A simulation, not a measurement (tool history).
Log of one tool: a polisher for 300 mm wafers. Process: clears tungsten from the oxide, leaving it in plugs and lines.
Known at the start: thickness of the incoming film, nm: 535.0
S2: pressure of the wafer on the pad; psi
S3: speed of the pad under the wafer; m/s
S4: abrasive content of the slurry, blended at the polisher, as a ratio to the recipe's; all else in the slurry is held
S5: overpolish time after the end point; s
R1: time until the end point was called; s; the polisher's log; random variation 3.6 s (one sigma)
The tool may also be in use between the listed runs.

run 1 hour=0 | flow_of_slurry_(ml/min)=135 S2=2.7 S3=1.08 S4=1 S5=50 | R1=135.39
run 2 hour=5.5 | flow_of_slurry_(ml/min)=135 S2=2.7 S3=1.08 S4=1 S5=50 | R1=132.35
run 3 hour=11.6 | flow_of_slurry_(ml/min)=135 S2=2.7 S3=1.18 S4=1 S5=50 | R1=126.68
run 4 hour=18.6 | flow_of_slurry_(ml/min)=135 S2=2.3 S3=1.16 S4=1 S5=50 | R1=147.18
run 5 hour=23.5 | flow_of_slurry_(ml/min)=105 S2=2.3 S3=1.16 S4=1 S5=50 | R1=159.57
run 6 hour=27.2 | flow_of_slurry_(ml/min)=100 S2=2.1 S3=1.14 S4=1 S5=50 | R1=172.35
run 7 hour=31 | flow_of_slurry_(ml/min)=100 S2=1.4 S3=1.1 S4=1 S5=50 | R1=255.09

Forecast run 8:
run 8 hour=34.7 | flow_of_slurry_(ml/min)=100 S2=1.5 S3=1.1 S4=1 S5=50 | R1=?

Run 8 gave R1 239.54 s.

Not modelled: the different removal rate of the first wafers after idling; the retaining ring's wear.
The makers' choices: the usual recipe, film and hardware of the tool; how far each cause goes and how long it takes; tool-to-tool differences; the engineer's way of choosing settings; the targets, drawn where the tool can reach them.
